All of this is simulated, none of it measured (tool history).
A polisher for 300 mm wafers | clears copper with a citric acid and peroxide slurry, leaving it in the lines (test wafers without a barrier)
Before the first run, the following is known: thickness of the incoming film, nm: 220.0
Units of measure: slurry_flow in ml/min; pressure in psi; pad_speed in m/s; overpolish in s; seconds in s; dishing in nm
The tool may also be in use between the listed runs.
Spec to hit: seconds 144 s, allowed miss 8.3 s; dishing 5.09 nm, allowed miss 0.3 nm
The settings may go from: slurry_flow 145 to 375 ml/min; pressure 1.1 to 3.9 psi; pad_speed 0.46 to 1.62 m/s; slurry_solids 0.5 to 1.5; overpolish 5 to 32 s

| run | day | slurry_flow | pressure | pad_speed | slurry_solids | overpolish | seconds | dishing |
|---|---|---|---|---|---|---|---|---|
| 1 | 0 | 240 | 2.5 | 1.04 | 1 | 16 | 141.64 | 12.515 |
| 2 | 0.158 | 240 | 2.2 | 1.12 | 1 | 13 | 149.47 | 10.772 |
| 3 | 0.296 | 255 | 2.2 | 1.04 | 1.1 | 11 | 158.86 | 9.3309 |
| 4 | 0.421 | 255 | 2.4 | 1.04 | 1.1 | 11 | 142.3 | 10.134 |
| 5 | 0.679 | 255 | 2.8 | 1.04 | 1.1 | 11 | 123.85 | 10.834 |
| 6 | 0.788 | 285 | 2.9 | 0.88 | 1.2 | 9 | 141.54 | 8.9038 |
| 7 | 0.871 | 310 | 3.1 | 0.76 | 1.3 | 8 | 140.08 | 7.4531 |
| 8 | 1.167 | 325 | 3.2 | 0.68 | 1.35 | 7 | 154.83 | 6.4596 |
| 9 | 1.421 | 340 | 3.4 | 0.62 | 1.4 | 6 | 152.89 | 5.7437 |
| 10 | 1.654 | 350 | 3.5 | 0.6 | 1.45 | 6 | 157.37 | 5.6383 |
|  | 1.746 | head pressure recalibrated |
| 11 | 1.746 | 355 | 3.6 | 0.58 | 1.45 | 6 | 137.3 | 6.1681 |
| 12 | 2.096 | 360 | 3.6 | 0.54 | 1.45 | 6 | 153.3 | 5.7376 |
| 13 | 2.383 | 365 | 3.7 | 0.52 | 1.45 | 6 | 152.25 | 5.6571 |
| 14 | 2.717 | 375 | 3.9 | 0.46 | 1.45 | 5 | 163.15 | 4.6034 |
| 15 | 2.954 | 375 | 3.9 | 0.56 | 1.5 | 5 | 134.09 | 5.4895 |

Pick the move, out of 4, that brings all results within their allowed miss; only one does.
| A | 3.192 | 375 | 3.9 | 0.62 | 1.5 | 5 | ? | ? |
| B | 3.192 | 360 | 3.9 | 0.54 | 1.35 | 5 | ? | ? |
| C | 3.192 | 365 | 3.9 | 0.62 | 1.5 | 5 | ? | ? |
| D | 3.192 | 325 | 3.9 | 0.62 | 1.5 | 5 | ? | ? |

| move | seconds | dishing |
|---|---|---|
| A | 121.58 | 5.8312 |
| B | 142.93 | 5.0562 |
| C | 121.83 | 5.8209 |
| D | 122.98 | 5.7733 |
A: its largest miss is bigger than the last run's
B: meets every target
C: its largest miss is bigger than the last run's
D: its largest miss is bigger than the last run's
The right move is B.
